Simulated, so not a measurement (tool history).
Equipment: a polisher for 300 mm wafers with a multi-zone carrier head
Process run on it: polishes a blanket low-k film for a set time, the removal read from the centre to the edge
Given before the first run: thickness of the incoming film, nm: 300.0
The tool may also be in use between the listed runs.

run  hour  flow of slurry (ml/min)  pressure of the head's centre zone  pressure of the head's middle zone  pressure of the head's edge zone  abrasive content of the slurry  polishing time (s)  film removed at the wafer's centre (angstrom)  film removed at mid-radius (angstrom)  film removed at the wafer's edge (angstrom)
  1     0                      245                                   1                                   1                                 1                               1                  33                                         147.28                                 144.84                                       146.73
  2     8                      250                                1.02                                   1                              1.03                             1.1                  33                                         157.77                                 153.06                                        155.7
  3  12.1                      250                                1.02                                   1                              1.03                               1                  33                                         148.74                                 147.37                                       145.29
  4  15.1                      250                                1.02                                   1                              1.03                            1.15                  33                                          163.6                                 156.13                                        152.5
  5  21.8                      240                                1.01                                0.98                              1.04                             1.2                  34                                         168.25                                 158.77                                       161.72
  6  29.4                      240                                1.01                                0.95                              1.04                             1.2                  34                                         164.72                                 155.92                                       164.62
  7  35.3                      245                                1.02                                0.94                              1.05                            1.25                  34                                          171.9                                 155.48                                       166.36
  8  37.7                      245                                1.02                                0.94                              1.06                             1.3                  34                                         176.14                                 158.65                                       168.55
  9    44                      245                                1.02                                0.94                              1.07                            1.35                  35                                         183.39                                 166.15                                       179.13
 10  52.9                      250                                1.03                                0.95                              1.09                             1.4                  35                                         188.19                                 172.05                                       185.61
 11  58.1                      255                                1.05                                0.95                               1.1                             1.4                  35                                          190.2                                 173.05                                       185.97
 12  59.8                      255                                1.05                                0.95                               1.1                             1.4                  35                                         191.24                                 173.09                                       190.09
 13    62                      265                                1.07                                0.96                               1.1                             1.4                  35                                         195.75                                 172.37                                       183.86
 14    68                      265                                1.07                                0.96                               1.1                             1.4                  35                                         197.58                                 174.31                                       183.69

What does the tool deliver on the next run?
 15  68.8                      265                                1.08                                0.96                              1.11                             1.4                  35                                              ?                                      ?                                            ?

film removed at the wafer's centre (angstrom): 198.88
film removed at mid-radius (angstrom): 173.82
film removed at the wafer's edge (angstrom): 188.26
